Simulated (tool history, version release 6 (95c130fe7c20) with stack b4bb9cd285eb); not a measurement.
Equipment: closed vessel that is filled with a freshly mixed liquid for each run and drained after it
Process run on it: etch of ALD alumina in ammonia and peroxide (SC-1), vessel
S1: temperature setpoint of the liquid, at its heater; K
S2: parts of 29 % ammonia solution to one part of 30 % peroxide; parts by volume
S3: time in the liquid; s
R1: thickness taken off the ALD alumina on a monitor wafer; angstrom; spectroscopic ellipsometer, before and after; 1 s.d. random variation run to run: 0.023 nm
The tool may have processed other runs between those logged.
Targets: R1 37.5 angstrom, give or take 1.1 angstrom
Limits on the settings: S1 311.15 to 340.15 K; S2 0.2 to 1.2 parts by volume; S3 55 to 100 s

{"run": 1, "hour": 0.0, "S1": 324.15, "S2": 1, "S3": 100, "R1": 53.175}
{"run": 2, "hour": 5.6, "S1": 324.15, "S2": 1, "S3": 100, "R1": 53.331}
{"run": 3, "hour": 13.2, "S1": 324.15, "S2": 0.65, "S3": 100, "R1": 51.105}
{"run": 4, "hour": 20.6, "S1": 323.15, "S2": 0.65, "S3": 100, "R1": 48.168}
{"run": 5, "hour": 28.5, "S1": 322.65, "S2": 0.65, "S3": 100, "R1": 46.536}
{"run": 6, "hour": 31.0, "S1": 322.15, "S2": 0.65, "S3": 100, "R1": 46.091}
{"run": 7, "hour": 34.4, "S1": 322.15, "S2": 0.65, "S3": 100, "R1": 45.804}
{"run": 8, "hour": 39.0, "S1": 317.65, "S2": 0.65, "S3": 100, "R1": 35.486}
{"run": 9, "hour": 45.6, "S1": 318.15, "S2": 0.65, "S3": 100, "R1": 36.268}

Below are 4 possible settings for the next run. Only one of them brings all results inside the allowed miss of their targets. Which is it?
{"run": "A", "hour": 52.2, "S1": 318.15, "S2": 0.85, "S3": 100, "R1": "?"}
{"run": "B", "hour": 52.2, "S1": 318.15, "S2": 0.45, "S3": 100, "R1": "?"}
{"run": "C", "hour": 52.2, "S1": 316.65, "S2": 0.9, "S3": 100, "R1": "?"}
{"run": "D", "hour": 52.2, "S1": 317.15, "S2": 0.75, "S3": 100, "R1": "?"}

move=A R1=37.471
move=B R1=35.27
move=C R1=34.577
move=D R1=34.971
A: all results land within tolerance of their targets
B: misses by more than the last run did
C: misses by more than the last run did
D: misses by more than the last run did
The move that meets every target is A.
